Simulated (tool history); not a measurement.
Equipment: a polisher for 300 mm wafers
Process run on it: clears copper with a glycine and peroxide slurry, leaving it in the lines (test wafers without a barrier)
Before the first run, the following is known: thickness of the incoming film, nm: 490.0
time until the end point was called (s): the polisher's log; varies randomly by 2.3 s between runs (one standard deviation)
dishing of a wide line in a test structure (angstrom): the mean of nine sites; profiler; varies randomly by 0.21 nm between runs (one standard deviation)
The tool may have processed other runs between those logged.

run    day  flow of slurry (ml/min)  pressure of the wafer on the pad (kPa)  speed of the pad under the wafer (m/s)  overpolish time after the end point (s)  time until the end point was called (s)  dishing of a wide line in a test structure (angstrom)
  1  0.000                      310                                    19.3                                    0.90                                       14                                   93.769                                                 282.34
  2  0.254                      260                                    19.3                                    0.90                                       14                                  100.140                                                 275.60
  3  0.558                      275                                    17.9                                    0.90                                       11                                   99.330                                                 235.87
  4  0.725                      275                                    22.8                                    0.90                                       11                                   87.044                                                 260.45
  5  1.012                      275                                    20.0                                    0.88                                       10                                   95.653                                                 234.07
  6  1.350                      270                                    17.9                                    0.88                                       10                                  101.530                                                 222.79

Run 7 is up next; what results do you expect?
  7  1.529                      270                                    17.9                                    0.88                                       10                                        ?                                                      ?

Run 7 came out at time until the end point was called (s) 99.761, dishing of a wide line in a test structure (angstrom) 225.58.

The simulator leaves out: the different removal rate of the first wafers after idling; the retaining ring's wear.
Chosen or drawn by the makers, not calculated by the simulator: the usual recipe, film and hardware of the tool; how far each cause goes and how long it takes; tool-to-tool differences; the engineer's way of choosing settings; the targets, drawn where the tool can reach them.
